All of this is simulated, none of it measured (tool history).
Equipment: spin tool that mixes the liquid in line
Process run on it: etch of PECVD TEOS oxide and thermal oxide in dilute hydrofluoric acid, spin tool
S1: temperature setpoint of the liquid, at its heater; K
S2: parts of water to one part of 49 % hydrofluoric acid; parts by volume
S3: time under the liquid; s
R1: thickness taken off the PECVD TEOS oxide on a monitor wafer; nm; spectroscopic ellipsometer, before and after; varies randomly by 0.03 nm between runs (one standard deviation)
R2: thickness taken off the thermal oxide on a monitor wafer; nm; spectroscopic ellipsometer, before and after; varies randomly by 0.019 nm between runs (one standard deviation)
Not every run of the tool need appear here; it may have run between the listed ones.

run 1 day=0 | S1=297.15 S2=115 S3=180 | R1=16.578 R2=6.99
run 2 day=0.025 | S1=296.15 S2=125 S3=180 | R1=14.527 R2=6.0171
run 3 day=0.317 | S1=295.65 S2=130 S3=180 | R1=13.607 R2=5.688
run 4 day=0.438 | S1=295.65 S2=130 S3=130 | R1=9.892 R2=4.1095
run 5 day=0.479 | S1=295.65 S2=170 S3=130 | R1=7.1702 R2=2.9818
run 6 day=0.712 | S1=295.65 S2=170 S3=170 | R1=9.3691 R2=3.9161
run 7 day=0.967 | S1=295.15 S2=170 S3=170 | R1=9.2087 R2=3.8721
run 8 day=1.212 | S1=294.65 S2=170 S3=170 | R1=9.058 R2=3.7923
run 9 day=1.517 | S1=294.15 S2=170 S3=170 | R1=8.8338 R2=3.688
run 10 day=1.612 | S1=293.65 S2=170 S3=170 | R1=8.7119 R2=3.6037

What does the tool deliver on the next run?
run 11 day=1.783 | S1=293.15 S2=170 S3=170 | R1=? R2=?

Run 11 measured R1 8.544 nm, R2 3.5268 nm.

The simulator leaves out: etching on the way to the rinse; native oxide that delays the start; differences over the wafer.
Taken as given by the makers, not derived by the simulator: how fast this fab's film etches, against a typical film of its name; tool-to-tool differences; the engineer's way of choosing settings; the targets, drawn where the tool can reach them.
